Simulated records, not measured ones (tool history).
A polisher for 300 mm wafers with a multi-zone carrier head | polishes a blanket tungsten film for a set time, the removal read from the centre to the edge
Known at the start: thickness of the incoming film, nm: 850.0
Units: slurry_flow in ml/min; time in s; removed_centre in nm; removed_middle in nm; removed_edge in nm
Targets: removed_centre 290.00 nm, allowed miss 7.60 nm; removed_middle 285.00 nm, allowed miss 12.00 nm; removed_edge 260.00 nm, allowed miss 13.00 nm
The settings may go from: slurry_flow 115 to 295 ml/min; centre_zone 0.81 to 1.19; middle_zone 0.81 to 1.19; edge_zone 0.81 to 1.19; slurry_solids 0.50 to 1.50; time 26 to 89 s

run 1 hour=0.0 | slurry_flow=190 centre_zone=1.00 middle_zone=1.00 edge_zone=1.00 slurry_solids=1.00 time=57 | removed_centre=258.12 removed_middle=260.26 removed_edge=256.05
run 2 hour=4.5 | slurry_flow=200 centre_zone=1.01 middle_zone=1.01 edge_zone=1.00 slurry_solids=1.00 time=57 | removed_centre=257.54 removed_middle=266.88 removed_edge=257.95
run 3 hour=6.5 | slurry_flow=200 centre_zone=1.01 middle_zone=1.01 edge_zone=1.05 slurry_solids=1.00 time=57 | removed_centre=258.78 removed_middle=264.52 removed_edge=270.33
run 4 hour=15.0 | slurry_flow=200 centre_zone=0.98 middle_zone=1.01 edge_zone=1.05 slurry_solids=1.00 time=57 | removed_centre=250.32 removed_middle=266.41 removed_edge=273.43
run 5 hour=19.2 | slurry_flow=200 centre_zone=0.98 middle_zone=1.01 edge_zone=1.13 slurry_solids=1.00 time=57 | removed_centre=253.45 removed_middle=268.05 removed_edge=274.61
run 6 hour=23.5 | slurry_flow=200 centre_zone=0.98 middle_zone=1.07 edge_zone=1.13 slurry_solids=1.00 time=57 | removed_centre=251.34 removed_middle=274.64 removed_edge=278.05
run 7 hour=27.7 | slurry_flow=205 centre_zone=1.00 middle_zone=1.08 edge_zone=1.11 slurry_solids=1.00 time=57 | removed_centre=257.81 removed_middle=282.62 removed_edge=271.35
run 8 hour=31.1 | slurry_flow=210 centre_zone=1.01 middle_zone=1.08 edge_zone=1.11 slurry_solids=1.00 time=57 | removed_centre=262.49 removed_middle=282.05 removed_edge=270.46
run 9 hour=36.6 | slurry_flow=215 centre_zone=1.02 middle_zone=1.08 edge_zone=1.11 slurry_solids=1.00 time=57 | removed_centre=267.01 removed_middle=285.05 removed_edge=269.62
run 10 hour=42.5 | slurry_flow=215 centre_zone=1.02 middle_zone=1.08 edge_zone=1.11 slurry_solids=1.00 time=57 | removed_centre=266.75 removed_middle=278.24 removed_edge=275.04
run 11 hour=47.8 | slurry_flow=220 centre_zone=1.03 middle_zone=1.09 edge_zone=1.10 slurry_solids=1.00 time=57 | removed_centre=267.72 removed_middle=287.59 removed_edge=272.00
run 12 hour=48.9 | slurry_flow=220 centre_zone=1.04 middle_zone=1.09 edge_zone=1.10 slurry_solids=1.00 time=57 | removed_centre=272.55 removed_middle=282.63 removed_edge=276.67
run 13 hour=50.3 | slurry_flow=220 centre_zone=1.05 middle_zone=1.10 edge_zone=1.09 slurry_solids=1.00 time=57 | removed_centre=272.04 removed_middle=287.74 removed_edge=272.62
run 14 hour=58.6 | slurry_flow=225 centre_zone=1.06 middle_zone=1.10 edge_zone=1.08 slurry_solids=1.00 time=57 | removed_centre=274.77 removed_middle=284.06 removed_edge=272.94
run 15 hour=66.8 | slurry_flow=225 centre_zone=1.07 middle_zone=1.11 edge_zone=1.07 slurry_solids=1.00 time=57 | removed_centre=279.06 removed_middle=290.41 removed_edge=268.46

Which of these 4 next moves meets every target?
run A hour=75.0 | slurry_flow=205 centre_zone=1.17 middle_zone=1.03 edge_zone=1.10 slurry_solids=0.85 time=57 | removed_centre=? removed_middle=? removed_edge=?
run B hour=75.0 | slurry_flow=160 centre_zone=1.19 middle_zone=1.19 edge_zone=0.81 slurry_solids=1.10 time=54 | removed_centre=? removed_middle=? removed_edge=?
run C hour=75.0 | slurry_flow=215 centre_zone=1.14 middle_zone=1.15 edge_zone=1.07 slurry_solids=1.10 time=54 | removed_centre=? removed_middle=? removed_edge=?
run D hour=75.0 | slurry_flow=245 centre_zone=0.99 middle_zone=0.91 edge_zone=1.19 slurry_solids=0.90 time=60 | removed_centre=? removed_middle=? removed_edge=?

move=A removed_centre=286.70 removed_middle=259.58 removed_edge=257.11
move=B removed_centre=288.17 removed_middle=285.79 removed_edge=222.39
move=C removed_centre=288.78 removed_middle=290.24 removed_edge=261.04
move=D removed_centre=265.73 removed_middle=260.91 removed_edge=291.94
A: brings the result that was furthest off to its target, and leaves another outside
B: brings the result that was furthest off to its target, and leaves another outside
C: meets every target
D: further off than the last run
The right move is C.
